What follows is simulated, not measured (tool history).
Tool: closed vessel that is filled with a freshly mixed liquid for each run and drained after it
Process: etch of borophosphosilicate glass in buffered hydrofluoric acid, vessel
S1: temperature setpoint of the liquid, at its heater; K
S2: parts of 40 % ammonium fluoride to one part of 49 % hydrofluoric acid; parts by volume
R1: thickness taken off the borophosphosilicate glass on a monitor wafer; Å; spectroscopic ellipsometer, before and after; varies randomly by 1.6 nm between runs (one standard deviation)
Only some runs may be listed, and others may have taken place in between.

{"run": 1, "day": 0.0, "S1": 296.15, "S2": 12, "time in the liquid (s)": 100, "R1": 1201.9}
{"run": 2, "day": 0.221, "S1": 299.15, "S2": 12, "time in the liquid (s)": 100, "R1": 1402.3}
{"run": 3, "day": 0.338, "S1": 299.65, "S2": 12, "time in the liquid (s)": 100, "R1": 1444.8}
{"run": 4, "day": 0.529, "S1": 300.15, "S2": 12, "time in the liquid (s)": 100, "R1": 1486.3}
{"day": 0.838, "done": "hydrofluoric acid flow meter replaced"}
{"run": 5, "day": 0.838, "S1": 300.15, "S2": 12, "time in the liquid (s)": 100, "R1": 1599.1}
{"run": 6, "day": 0.879, "S1": 297.15, "S2": 12, "time in the liquid (s)": 100, "R1": 1353.7}
{"run": 7, "day": 1.121, "S1": 298.15, "S2": 12, "time in the liquid (s)": 100, "R1": 1423}
{"run": 8, "day": 1.279, "S1": 299.15, "S2": 12, "time in the liquid (s)": 100, "R1": 1513.4}
{"run": 9, "day": 1.308, "S1": 299.65, "S2": 12, "time in the liquid (s)": 100, "R1": 1549.1}
{"run": 10, "day": 1.646, "S1": 300.15, "S2": 12, "time in the liquid (s)": 100, "R1": 1599.3}
{"run": 11, "day": 1.871, "S1": 300.65, "S2": 12, "time in the liquid (s)": 100, "R1": 1652.6}

What does the tool deliver on the next run?
{"run": 12, "day": 2.208, "S1": 301.65, "S2": 12, "time in the liquid (s)": 100, "R1": "?"}

Run 12 gave R1 1754.6 Å.

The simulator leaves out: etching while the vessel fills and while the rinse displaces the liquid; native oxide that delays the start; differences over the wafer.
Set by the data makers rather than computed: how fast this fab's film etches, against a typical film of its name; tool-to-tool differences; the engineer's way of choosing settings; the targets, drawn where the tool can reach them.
